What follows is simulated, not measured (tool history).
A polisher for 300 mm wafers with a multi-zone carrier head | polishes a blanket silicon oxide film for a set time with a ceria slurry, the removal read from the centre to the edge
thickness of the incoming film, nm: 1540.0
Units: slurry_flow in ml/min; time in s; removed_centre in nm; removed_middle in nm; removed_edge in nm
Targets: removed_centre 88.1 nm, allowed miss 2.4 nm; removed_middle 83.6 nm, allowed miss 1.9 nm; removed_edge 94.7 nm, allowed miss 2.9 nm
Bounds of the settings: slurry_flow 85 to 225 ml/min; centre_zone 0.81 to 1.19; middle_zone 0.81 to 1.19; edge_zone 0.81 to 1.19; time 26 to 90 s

run  hour  slurry_flow  centre_zone  middle_zone  edge_zone  time  removed_centre  removed_middle  removed_edge
  1     0          145            1            1          1    58          198.01          190.13        186.69
  2   2.1          145            1         1.08          1    58          195.04          203.64         185.4
  3   6.3          125         0.94         0.99       0.95    48          147.75          151.32        147.67
  4   7.2          115         0.92         0.94       0.93    41          119.72          120.87        123.17
  5    16          115         0.92         1.01       0.93    41          120.91          129.61        122.08
  6    17          115         0.92         1.01       0.93    34          99.563          106.21        102.47
  7  24.6          110         0.92         0.96       0.93    33          96.459          98.592        97.853
  8  26.2          105         0.91         0.92       0.95    33          92.456          94.207        96.585
  9  29.6           85         0.92         0.82          1    34           88.09           80.91        97.325

Which of these 5 next moves meets every target?
  A    33           90         0.92         0.85       0.94    33               ?               ?             ?
  B    33           90         1.05         0.86       1.09    31               ?               ?             ?
  C    33           85         0.96         0.81       0.97    33               ?               ?             ?
  D    33          125         0.92         0.82       1.09    29               ?               ?             ?
  E    33           85         0.96         0.88       1.08    35               ?               ?             ?

move  removed_centre  removed_middle  removed_edge
   A          85.873          83.463        94.205
   B          92.169          79.091        95.085
   C          87.267          78.422        94.272
   D          85.004           78.94        95.425
   E          92.602          89.014        105.27
A: meets every target
B: further off than the last run
C: further off than the last run
D: further off than the last run
E: takes the result that was furthest off past its target
Move A is the one to make.
